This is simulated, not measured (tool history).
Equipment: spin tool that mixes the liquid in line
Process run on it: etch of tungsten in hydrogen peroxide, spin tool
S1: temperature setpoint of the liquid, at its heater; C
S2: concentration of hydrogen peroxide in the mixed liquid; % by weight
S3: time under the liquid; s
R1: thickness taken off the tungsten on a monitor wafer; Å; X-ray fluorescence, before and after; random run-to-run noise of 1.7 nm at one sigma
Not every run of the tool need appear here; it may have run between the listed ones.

run  hour    S1  S2  S3      R1
  1   0.0  45.0  26  50  1114.8
  2   6.7  47.5  26  50  1297.5
  3  13.8  47.5  30  50  1385.3
  4  21.2  47.5  30  55  1531.3
  5  26.9  47.5  30  55  1540.3
  6  32.6  41.5  30  55  1064.5
  7  35.2  44.0  30  55  1235.9
  8  39.6  46.0  30  55  1403.8
  9  40.7  46.0  30  55  1403.9

What does the tool deliver on the next run?
 10  42.3  47.5  30  55   ?

Run 10 measured R1 1551.3 Å.
